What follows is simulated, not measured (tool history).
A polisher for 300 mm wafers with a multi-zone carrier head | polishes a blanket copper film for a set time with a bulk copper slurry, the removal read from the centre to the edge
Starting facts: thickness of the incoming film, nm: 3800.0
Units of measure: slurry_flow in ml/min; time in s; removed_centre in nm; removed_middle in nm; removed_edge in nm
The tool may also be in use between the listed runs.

run 1 hour=0 | slurry_flow=155 centre_zone=1 middle_zone=1 edge_zone=1 slurry_solids=1 time=83 | removed_centre=770.46 removed_middle=745.69 removed_edge=769.73
run 2 hour=1.2 | slurry_flow=165 centre_zone=1.03 middle_zone=1.03 edge_zone=1.02 slurry_solids=1.1 time=86 | removed_centre=845.98 removed_middle=817.03 removed_edge=837.09
run 3 hour=3.8 | slurry_flow=165 centre_zone=1.03 middle_zone=1.03 edge_zone=1.02 slurry_solids=1.1 time=94 | removed_centre=901.21 removed_middle=888.97 removed_edge=919.24
run 4 hour=11.3 | slurry_flow=175 centre_zone=1.06 middle_zone=1.05 edge_zone=1.01 slurry_solids=1.15 time=96 | removed_centre=992.02 removed_middle=934.32 removed_edge=931.53
run 5 hour=17.7 | slurry_flow=185 centre_zone=1.08 middle_zone=1.07 edge_zone=1.02 slurry_solids=1.2 time=98 | removed_centre=1064.3 removed_middle=1000.4 removed_edge=974.8
run 6 hour=19.5 | slurry_flow=185 centre_zone=1.08 middle_zone=1.07 edge_zone=1.02 slurry_solids=1.35 time=98 | removed_centre=1066.1 removed_middle=1036.3 removed_edge=1001.9
run 7 hour=26.7 | slurry_flow=190 centre_zone=1.1 middle_zone=1.09 edge_zone=1.04 slurry_solids=1.4 time=99 | removed_centre=1133.4 removed_middle=1074 removed_edge=1042.3
run 8 hour=31 | slurry_flow=195 centre_zone=1.11 middle_zone=1.11 edge_zone=1.05 slurry_solids=1.4 time=99 | removed_centre=1145.2 removed_middle=1094 removed_edge=1039.8
run 9 hour=38 | slurry_flow=195 centre_zone=1.11 middle_zone=1.11 edge_zone=1.05 slurry_solids=1.4 time=99 | removed_centre=1123 removed_middle=1088.2 removed_edge=1052
run 10 hour=44.5 | slurry_flow=200 centre_zone=1.12 middle_zone=1.12 edge_zone=1.05 slurry_solids=1.4 time=100 | removed_centre=1150.2 removed_middle=1125.6 removed_edge=1048
run 11 hour=48 | slurry_flow=205 centre_zone=1.13 middle_zone=1.12 edge_zone=1.06 slurry_solids=1.4 time=101 | removed_centre=1182.6 removed_middle=1113.9 removed_edge=1057.7
run 12 hour=48.8 | slurry_flow=205 centre_zone=1.14 middle_zone=1.13 edge_zone=1.06 slurry_solids=1.4 time=102 | removed_centre=1225.2 removed_middle=1147.5 removed_edge=1093.6
run 13 hour=54.3 | slurry_flow=205 centre_zone=1.15 middle_zone=1.14 edge_zone=1.06 slurry_solids=1.4 time=102 | removed_centre=1261.5 removed_middle=1178.2 removed_edge=1075.7
run 14 hour=56.1 | slurry_flow=205 centre_zone=1.15 middle_zone=1.14 edge_zone=1.07 slurry_solids=1.4 time=102 | removed_centre=1244.2 removed_middle=1162.1 removed_edge=1111.4

What will run 15 give?
run 15 hour=64.3 | slurry_flow=205 centre_zone=1.16 middle_zone=1.15 edge_zone=1.07 slurry_solids=1.4 time=102 | removed_centre=? removed_middle=? removed_edge=?

removed_centre: 1229 nm
removed_middle: 1159.8 nm
removed_edge: 1084.5 nm
